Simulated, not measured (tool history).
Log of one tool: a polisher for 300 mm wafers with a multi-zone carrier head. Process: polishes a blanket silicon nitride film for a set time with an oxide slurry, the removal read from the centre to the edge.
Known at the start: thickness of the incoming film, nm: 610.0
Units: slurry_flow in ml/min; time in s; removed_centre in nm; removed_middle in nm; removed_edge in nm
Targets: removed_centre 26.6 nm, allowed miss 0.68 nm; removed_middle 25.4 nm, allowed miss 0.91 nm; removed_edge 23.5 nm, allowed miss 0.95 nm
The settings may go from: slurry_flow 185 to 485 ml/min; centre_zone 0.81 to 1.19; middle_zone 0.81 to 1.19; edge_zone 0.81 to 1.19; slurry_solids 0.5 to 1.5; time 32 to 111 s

run	hour	slurry_flow	centre_zone	middle_zone	edge_zone	slurry_solids	time	removed_centre	removed_middle	removed_edge
1	0	310	1	1	1	1	71	22.251	22.074	22.49
2	6.4	320	1.03	1.02	1	1	71	23.223	22.819	22.74
3	8.3	320	1.03	1.02	1	1	54	17.725	17.381	17.36
4	13.8	330	1.06	1.05	1.03	1.1	54	19.52	18.586	18.928
5	18.7	330	1.14	1.05	1.03	1.1	54	20.842	18.631	18.438
6	21.1	260	1.14	1.05	1.03	1.1	54	20.309	18.299	18.358
7	28.6	270	1.15	1.08	1.03	1.2	54	21.478	19.61	19.28
8	33.2	280	1.16	1.11	1.04	1.25	54	22.04	20.82	19.485
9	38.5	310	1.19	1.13	1.14	1.5	59	27.721	25.089	24.208
10	45.3	305	1.19	1.14	1.13	1.5	59	27.307	24.964	24.871
11	46.7	305	1.19	1.14	1.13	1.5	59	27.506	25.22	24.156
12	50	300	1.19	1.14	1.12	1.5	59	27.776	25.003	24.567
13	58.7	305	1.19	1.15	1.11	1.5	59	27.65	25.23	23.813

5 next moves are on the table. One of them brings every result within its allowed miss. Which?
A	67.4	320	1.1	1.19	1.13	1.45	58	?	?	?
B	67.4	335	1.19	1.19	0.93	1.35	60	?	?	?
C	67.4	270	1.09	1.16	1.19	1.5	60	?	?	?
D	67.4	365	1.19	1.19	0.87	1.35	59	?	?	?
E	67.4	290	1.17	1.18	1.07	1.25	64	?	?	?

move	removed_centre	removed_middle	removed_edge
A	24.524	24.602	24.108
B	26.721	24.752	22.036
C	25.08	24.975	25.699
D	26.463	24.5	21.122
E	26.662	25	24.032
A: takes the result that was furthest off past its target
B: brings the result that was furthest off to its target, and leaves another outside
C: takes the result that was furthest off past its target
D: brings the result that was furthest off to its target, and leaves another outside
E: meets every target
Answer: E

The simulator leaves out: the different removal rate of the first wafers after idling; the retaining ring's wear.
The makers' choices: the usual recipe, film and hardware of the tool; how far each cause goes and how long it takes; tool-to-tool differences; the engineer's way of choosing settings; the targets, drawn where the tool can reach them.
